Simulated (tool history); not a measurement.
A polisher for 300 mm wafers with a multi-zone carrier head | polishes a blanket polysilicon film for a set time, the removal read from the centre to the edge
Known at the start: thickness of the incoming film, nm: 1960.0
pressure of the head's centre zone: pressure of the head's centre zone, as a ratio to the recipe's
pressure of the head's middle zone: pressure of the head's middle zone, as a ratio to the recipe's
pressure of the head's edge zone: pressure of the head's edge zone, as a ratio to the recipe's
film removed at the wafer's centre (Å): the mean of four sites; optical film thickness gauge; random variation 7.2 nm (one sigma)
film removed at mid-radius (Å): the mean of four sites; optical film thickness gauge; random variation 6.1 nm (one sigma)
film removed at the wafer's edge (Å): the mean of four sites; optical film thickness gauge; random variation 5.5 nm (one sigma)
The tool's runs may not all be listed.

run	hour	flow of slurry (ml/min)	pressure of the head's centre zone	pressure of the head's middle zone	pressure of the head's edge zone	polishing time (s)	film removed at the wafer's centre (Å)	film removed at mid-radius (Å)	film removed at the wafer's edge (Å)
1	0.0	275	1.00	1.00	1.00	54	4534.1	4833.6	4721.8
2	5.5	280	1.04	1.00	1.04	57	4987.9	4980.4	5084.5
3	10.5	280	1.04	1.00	0.97	57	4999.9	5013.0	4930.9
4	14.9	345	1.04	1.00	0.97	57	5173.1	5152.5	5051.7
5	22.3	345	0.99	1.00	0.97	57	4850.5	5117.4	5069.0
6	23.0	345	0.99	1.08	0.97	57	4972.6	5326.8	5064.3
7	25.4	355	1.03	1.07	1.01	59	5314.8	5621.5	5323.7
8	32.5	355	1.06	1.03	1.03	61	5657.6	5631.1	5603.0

Forecast run 9:
9	41.1	360	1.08	1.03	1.05	62	?	?	?

{"run 9": {"film removed at the wafer's centre (Å)": 5872.9, "film removed at mid-radius (Å)": 5785.2, "film removed at the wafer's edge (Å)": 5862.6}}
